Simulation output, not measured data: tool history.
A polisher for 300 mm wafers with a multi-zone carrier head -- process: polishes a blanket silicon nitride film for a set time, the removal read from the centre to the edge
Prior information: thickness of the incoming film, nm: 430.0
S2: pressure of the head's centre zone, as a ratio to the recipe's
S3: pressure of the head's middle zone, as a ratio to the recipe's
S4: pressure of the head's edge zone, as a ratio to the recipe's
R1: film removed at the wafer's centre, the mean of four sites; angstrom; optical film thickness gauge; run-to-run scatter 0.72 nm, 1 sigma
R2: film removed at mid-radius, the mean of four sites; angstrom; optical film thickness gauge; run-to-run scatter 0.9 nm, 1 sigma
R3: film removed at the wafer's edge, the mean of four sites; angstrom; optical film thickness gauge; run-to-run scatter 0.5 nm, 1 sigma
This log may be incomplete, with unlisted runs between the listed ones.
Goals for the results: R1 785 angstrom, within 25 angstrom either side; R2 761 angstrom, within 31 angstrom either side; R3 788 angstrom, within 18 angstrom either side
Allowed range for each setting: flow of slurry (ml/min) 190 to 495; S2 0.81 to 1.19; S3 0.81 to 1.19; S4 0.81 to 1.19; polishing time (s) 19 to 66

run 1 hour=0 | flow_of_slurry_(ml/min)=320 S2=1 S3=1 S4=1 polishing_time_(s)=42 | R1=901.9 R2=932.91 R3=948.96
run 2 hour=4.2 | flow_of_slurry_(ml/min)=315 S2=0.99 S3=0.98 S4=0.97 polishing_time_(s)=41 | R1=871.03 R2=888.94 R3=905.06
run 3 hour=10.9 | flow_of_slurry_(ml/min)=315 S2=0.99 S3=0.98 S4=1.02 polishing_time_(s)=41 | R1=868.16 R2=877.73 R3=919.86
run 4 hour=13.2 | flow_of_slurry_(ml/min)=310 S2=0.99 S3=0.96 S4=0.99 polishing_time_(s)=40 | R1=848.15 R2=846.81 R3=894.25
run 5 hour=21.7 | flow_of_slurry_(ml/min)=305 S2=0.99 S3=0.95 S4=0.96 polishing_time_(s)=39 | R1=825.46 R2=836.4 R3=857.58
run 6 hour=22.6 | flow_of_slurry_(ml/min)=300 S2=0.99 S3=0.93 S4=0.94 polishing_time_(s)=39 | R1=812.3 R2=780.88 R3=842.7
run 7 hour=28.4 | flow_of_slurry_(ml/min)=295 S2=0.99 S3=0.93 S4=0.92 polishing_time_(s)=39 | R1=801.97 R2=807.19 R3=846.09
run 8 hour=36.9 | flow_of_slurry_(ml/min)=295 S2=1 S3=0.93 S4=0.91 polishing_time_(s)=39 | R1=839.96 R2=806.31 R3=834.77
run 9 hour=44.9 | flow_of_slurry_(ml/min)=290 S2=0.99 S3=0.92 S4=0.9 polishing_time_(s)=39 | R1=819.14 R2=781.15 R3=829.28
run 10 hour=46.2 | flow_of_slurry_(ml/min)=285 S2=0.99 S3=0.92 S4=0.89 polishing_time_(s)=39 | R1=827.38 R2=804.27 R3=812.98
run 11 hour=53.3 | flow_of_slurry_(ml/min)=280 S2=0.98 S3=0.91 S4=0.89 polishing_time_(s)=39 | R1=809.93 R2=785.99 R3=819.66
run 12 hour=56.4 | flow_of_slurry_(ml/min)=275 S2=0.98 S3=0.91 S4=0.88 polishing_time_(s)=39 | R1=803.33 R2=790.74 R3=813.44

5 next moves are on the table. One of them brings every result within its allowed miss. Which?
run A hour=59.5 | flow_of_slurry_(ml/min)=190 S2=0.97 S3=0.97 S4=0.81 polishing_time_(s)=41 | R1=? R2=? R3=?
run B hour=59.5 | flow_of_slurry_(ml/min)=255 S2=1 S3=0.84 S4=0.95 polishing_time_(s)=39 | R1=? R2=? R3=?
run C hour=59.5 | flow_of_slurry_(ml/min)=260 S2=0.98 S3=0.9 S4=0.87 polishing_time_(s)=38 | R1=? R2=? R3=?
run D hour=59.5 | flow_of_slurry_(ml/min)=295 S2=0.91 S3=0.92 S4=0.89 polishing_time_(s)=40 | R1=? R2=? R3=?
run E hour=59.5 | flow_of_slurry_(ml/min)=280 S2=0.96 S3=0.85 S4=0.88 polishing_time_(s)=41 | R1=? R2=? R3=?

move=A R1=784.28 R2=822.54 R3=799.59
move=B R1=806.17 R2=727.64 R3=848.26
move=C R1=774.58 R2=752.56 R3=794.55
move=D R1=778.76 R2=819.33 R3=854.63
move=E R1=829.27 R2=781.74 R3=868.33
A: corrects the largest miss of the last run, while another result sits out of spec
B: the biggest miss grows against the last run
C: meets every target
D: the biggest miss grows against the last run
E: the biggest miss grows against the last run
The move that meets every target is C.
